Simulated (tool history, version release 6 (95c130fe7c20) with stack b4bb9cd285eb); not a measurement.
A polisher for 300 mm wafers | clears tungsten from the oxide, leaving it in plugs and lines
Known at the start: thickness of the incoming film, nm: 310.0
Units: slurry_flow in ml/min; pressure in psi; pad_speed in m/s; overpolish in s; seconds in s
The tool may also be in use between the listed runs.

run,hour,slurry_flow,pressure,pad_speed,slurry_solids,overpolish,seconds
1,0.0,250,3.5,1.18,1.00,14,54.088
2,2.0,250,3.5,1.18,1.00,15,53.689
3,6.0,250,3.5,1.18,0.90,15,53.952
4,12.9,250,3.5,1.18,0.75,15,56.488
5,15.0,250,3.3,1.18,0.75,15,58.769
6,16.6,250,3.3,1.28,0.75,15,55.365
7,25.2,250,3.1,1.28,0.75,15,57.549
8,33.3,250,2.9,1.28,0.75,15,59.455
# hour 37.1: slurry blender recalibrated
9,37.1,250,2.7,1.28,0.75,15,59.183
10,38.3,250,2.7,1.28,0.75,15,57.664
11,41.5,250,2.6,1.24,0.75,15,61.564
12,45.1,250,2.4,1.22,0.75,15,65.942

Forecast run 13:
13,52.9,250,2.3,1.22,0.75,15,?

seconds: 67.906 s
